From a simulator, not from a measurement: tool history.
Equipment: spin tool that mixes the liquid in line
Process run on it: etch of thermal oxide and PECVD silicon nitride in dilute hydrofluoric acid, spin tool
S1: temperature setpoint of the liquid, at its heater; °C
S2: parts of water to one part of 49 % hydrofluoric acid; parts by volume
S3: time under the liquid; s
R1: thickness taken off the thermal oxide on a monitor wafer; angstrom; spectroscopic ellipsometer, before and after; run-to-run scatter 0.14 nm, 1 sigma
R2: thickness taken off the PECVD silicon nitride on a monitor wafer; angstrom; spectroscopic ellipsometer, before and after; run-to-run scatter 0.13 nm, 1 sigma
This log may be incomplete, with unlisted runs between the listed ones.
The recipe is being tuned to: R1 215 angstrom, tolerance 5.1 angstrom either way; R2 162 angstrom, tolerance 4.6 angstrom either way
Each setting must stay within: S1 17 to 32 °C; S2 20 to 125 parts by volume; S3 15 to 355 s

run,hour,S1,S2,S3,R1,R2
1,0,24,70,180,112.96,94.081
2,7.2,27.5,70,180,130.84,121.04
3,8.2,27.5,70,240,172.95,156.67
4,12,27.5,70,290,211.23,192.34
# hour 14.4: hydrofluoric acid flow meter replaced
5,14.4,26.5,65,290,247.02,218.8
6,20.7,25.5,65,290,241.33,205.49
7,27.9,25,65,290,235.12,198.55
8,35.7,24.5,65,290,231.57,191.25

Which single option among these 5 for the next run brings every result within its allowed miss of target? Just one does.
A,43.5,22.5,70,330,?,?
B,43.5,28.5,60,240,?,?
C,43.5,21,65,330,?,?
D,43.5,29,65,260,?,?
E,43.5,21,65,315,?,?

move,R1,R2
A,223.37,173.74
B,244.47,218.83
C,227.47,168.69
D,247.49,226.17
E,217.13,161.02
A: closes in on the targets versus the last run, not all within tolerance yet
B: the biggest miss grows against the last run
C: closes in on the targets versus the last run, not all within tolerance yet
D: the biggest miss grows against the last run
E: meets every target
So the answer is move E, the one that meets all the targets.
